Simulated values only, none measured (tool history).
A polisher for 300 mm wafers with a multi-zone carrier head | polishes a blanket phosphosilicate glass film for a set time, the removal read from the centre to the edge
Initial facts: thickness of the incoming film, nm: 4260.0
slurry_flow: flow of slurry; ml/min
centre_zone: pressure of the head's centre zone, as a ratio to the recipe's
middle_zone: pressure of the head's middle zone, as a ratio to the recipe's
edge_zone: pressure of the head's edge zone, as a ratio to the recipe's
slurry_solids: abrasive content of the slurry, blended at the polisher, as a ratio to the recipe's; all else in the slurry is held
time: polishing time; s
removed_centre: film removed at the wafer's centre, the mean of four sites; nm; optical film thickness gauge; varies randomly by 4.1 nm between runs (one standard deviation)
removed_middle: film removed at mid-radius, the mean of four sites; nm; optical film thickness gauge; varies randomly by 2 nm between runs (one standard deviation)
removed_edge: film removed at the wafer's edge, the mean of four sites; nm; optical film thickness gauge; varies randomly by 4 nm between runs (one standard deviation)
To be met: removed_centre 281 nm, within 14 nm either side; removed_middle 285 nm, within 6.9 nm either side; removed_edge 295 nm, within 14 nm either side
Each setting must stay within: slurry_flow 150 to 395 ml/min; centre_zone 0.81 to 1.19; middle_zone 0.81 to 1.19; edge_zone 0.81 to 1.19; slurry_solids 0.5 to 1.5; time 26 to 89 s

run  hour  slurry_flow  centre_zone  middle_zone  edge_zone  slurry_solids  time  removed_centre  removed_middle  removed_edge
  1     0          250            1            1          1              1    57          411.64          411.98         417.3
  2   6.3          250            1            1          1              1    69          497.85          503.87        487.62
  3   8.2          240         0.97         0.97       0.96           0.85    66          462.26          448.44        448.87
  4  14.6          240         0.95         0.98       0.96           0.75    60          389.27           397.8        389.58
  5  22.9          240         0.94         0.97       0.96            0.7    57           352.1          366.24        362.68
  6  24.8          240         0.94         0.97       0.99            0.7    57          362.51          362.76        367.39
  7  30.2          240         0.92         0.95       0.97           0.65    55          329.51          343.08        349.15
  8  38.3          235         0.92         0.93       0.95            0.6    54          305.55          316.46        330.56
  9  47.1          230         0.93         0.92       0.92           0.55    54           306.4          309.45        324.12
 10  55.4          225         0.91          0.9       0.85            0.5    50          277.88          275.81        274.33
 11  61.4          230         0.91          0.9       0.87            0.5    50          276.98          274.41        281.06

Which single option among these 5 for the next run brings every result within its allowed miss of target? Just one does.
  A  67.4          265         0.88         0.93       0.88            0.5    52               ?               ?             ?
  B  67.4          350         1.04            1       0.81           0.65    45               ?               ?             ?
  C  67.4          250         1.11         1.07       0.81           0.85    41               ?               ?             ?
  D  67.4          345         0.94         0.97       0.81            0.7    43               ?               ?             ?
  E  67.4          215          0.9         0.91        0.9           0.95    44               ?               ?             ?

move  removed_centre  removed_middle  removed_edge
   A          283.32          295.16        295.16
   B          319.23          297.57        268.22
   C          323.83          300.08        257.09
   D           280.7          282.62         261.4
   E          284.94          285.67         295.6
A: pushes the last run's worst result past its target
B: pushes the last run's worst result past its target
C: pushes the last run's worst result past its target
D: brings the last run's worst result on target, with another outside its allowed miss
E: every result lands within tolerance
The move that meets every target is E.
